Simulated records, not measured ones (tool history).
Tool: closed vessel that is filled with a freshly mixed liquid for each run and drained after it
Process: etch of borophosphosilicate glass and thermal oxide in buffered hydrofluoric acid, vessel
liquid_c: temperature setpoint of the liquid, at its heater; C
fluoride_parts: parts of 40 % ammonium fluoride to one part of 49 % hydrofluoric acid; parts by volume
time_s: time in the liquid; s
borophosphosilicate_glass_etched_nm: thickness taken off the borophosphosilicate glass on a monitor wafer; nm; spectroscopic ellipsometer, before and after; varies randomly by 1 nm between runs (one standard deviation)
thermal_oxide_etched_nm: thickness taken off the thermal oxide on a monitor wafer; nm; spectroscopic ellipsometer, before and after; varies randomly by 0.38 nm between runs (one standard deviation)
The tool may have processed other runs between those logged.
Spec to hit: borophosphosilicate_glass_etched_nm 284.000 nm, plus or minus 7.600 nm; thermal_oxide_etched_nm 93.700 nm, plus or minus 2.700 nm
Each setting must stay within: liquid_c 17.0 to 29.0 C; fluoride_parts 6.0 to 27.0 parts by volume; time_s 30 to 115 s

| run | hour | liquid_c | fluoride_parts | time_s | borophosphosilicate_glass_etched_nm | thermal_oxide_etched_nm |
|---|---|---|---|---|---|---|
| 1 | 0.0 | 21.0 | 16.5 | 60 | 89.664 | 29.670 |
| 2 | 2.6 | 17.5 | 16.5 | 60 | 73.661 | 24.522 |
| 3 | 3.6 | 19.0 | 15.0 | 60 | 87.776 | 29.440 |
| 4 | 8.1 | 19.0 | 15.0 | 45 | 66.149 | 22.006 |
| 5 | 13.7 | 19.0 | 15.0 | 70 | 103.450 | 34.406 |
|  | 18.1 | hydrofluoric acid flow meter replaced |
| 6 | 18.1 | 19.0 | 17.5 | 70 | 96.672 | 32.095 |
| 7 | 23.9 | 20.5 | 16.0 | 70 | 114.410 | 38.010 |
| 8 | 28.9 | 21.5 | 15.0 | 70 | 129.330 | 42.779 |
| 9 | 33.9 | 22.5 | 14.5 | 70 | 141.320 | 46.962 |
| 10 | 42.3 | 23.5 | 14.0 | 70 | 153.240 | 51.058 |
| 11 | 51.6 | 24.0 | 13.5 | 70 | 164.180 | 55.083 |
| 12 | 60.0 | 24.5 | 13.0 | 70 | 175.200 | 58.379 |
| 13 | 66.0 | 24.5 | 13.0 | 70 | 174.950 | 58.005 |
| 14 | 71.4 | 25.0 | 12.5 | 70 | 187.890 | 62.256 |
| 15 | 73.0 | 25.5 | 12.0 | 70 | 200.690 | 66.412 |
| 16 | 80.8 | 26.0 | 12.0 | 70 | 204.470 | 68.383 |
| 17 | 88.4 | 26.5 | 11.5 | 70 | 219.330 | 73.257 |
| 18 | 92.3 | 27.0 | 11.5 | 70 | 225.140 | 75.247 |
| 19 | 94.5 | 27.5 | 11.5 | 70 | 231.070 | 77.194 |
| 20 | 100.7 | 29.0 | 9.0 | 70 | 307.010 | 102.920 |
| 21 | 104.4 | 28.0 | 9.0 | 70 | 291.870 | 97.343 |

5 next moves are on the table. One of them brings every result within its allowed miss. Which?
| A | 108.1 | 21.0 | 6.0 | 70 | ? | ? |
| B | 108.1 | 22.5 | 7.5 | 80 | ? | ? |
| C | 108.1 | 24.5 | 6.0 | 50 | ? | ? |
| D | 108.1 | 20.0 | 7.5 | 85 | ? | ? |
| E | 108.1 | 19.5 | 6.0 | 75 | ? | ? |

| move | borophosphosilicate_glass_etched_nm | thermal_oxide_etched_nm |
|---|---|---|
| A | 304.110 | 99.672 |
| B | 305.040 | 100.500 |
| C | 262.440 | 86.266 |
| D | 282.690 | 92.956 |
| E | 300.100 | 98.218 |
A: misses by more than the last run did
B: misses by more than the last run did
C: carries the result that was furthest off beyond its target, to the other side
D: each result inside its tolerance
E: misses by more than the last run did
Answer: D
